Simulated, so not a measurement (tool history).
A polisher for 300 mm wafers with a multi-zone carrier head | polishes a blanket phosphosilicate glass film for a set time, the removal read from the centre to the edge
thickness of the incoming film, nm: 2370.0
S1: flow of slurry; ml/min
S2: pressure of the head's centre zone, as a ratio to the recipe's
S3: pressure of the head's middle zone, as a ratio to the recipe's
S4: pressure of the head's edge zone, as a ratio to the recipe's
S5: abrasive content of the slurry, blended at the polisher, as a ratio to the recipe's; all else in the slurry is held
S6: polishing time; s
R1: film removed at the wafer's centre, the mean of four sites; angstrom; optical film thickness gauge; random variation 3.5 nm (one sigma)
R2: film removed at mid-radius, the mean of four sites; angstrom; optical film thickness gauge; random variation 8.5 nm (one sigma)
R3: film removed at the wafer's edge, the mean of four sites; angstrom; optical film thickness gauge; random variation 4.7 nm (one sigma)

Run 1, hour 0.0: S1 140 ml/min, S2 1.00, S3 1.00, S4 1.00, S5 1.00, S6 61 s. Result: R1 6808.3 angstrom, R2 7180.4 angstrom, R3 6823.8 angstrom.
Run 2, hour 6.1: S1 140 ml/min, S2 1.00, S3 1.00, S4 1.00, S5 0.80, S6 61 s. Result: R1 6177.0 angstrom, R2 6351.5 angstrom, R3 6231.1 angstrom.
Run 3, hour 14.6: S1 140 ml/min, S2 0.94, S3 1.00, S4 1.00, S5 0.80, S6 61 s. Result: R1 5841.9 angstrom, R2 6301.7 angstrom, R3 6264.3 angstrom.
Run 4, hour 21.0: S1 140 ml/min, S2 0.94, S3 1.00, S4 1.00, S5 0.80, S6 73 s. Result: R1 6966.5 angstrom, R2 7612.4 angstrom, R3 7552.3 angstrom.
Run 5, hour 29.0: S1 130 ml/min, S2 0.92, S3 1.01, S4 0.96, S5 0.75, S6 73 s. Result: R1 6612.2 angstrom, R2 7456.6 angstrom, R3 7068.1 angstrom.
Run 6, hour 33.6: S1 120 ml/min, S2 0.89, S3 1.00, S4 0.94, S5 0.70, S6 73 s. Result: R1 5941.2 angstrom, R2 7120.0 angstrom, R3 6786.0 angstrom.

Run 7 comes next. What will it give?
Run 7, hour 34.8: S1 115 ml/min, S2 0.89, S3 0.99, S4 0.91, S5 0.65, S6 73 s. Result: R1 ?, R2 ?, R3 ?.

{"run 7": {"R1": 5798.7, "R2": 6577.7, "R3": 6433.6}}
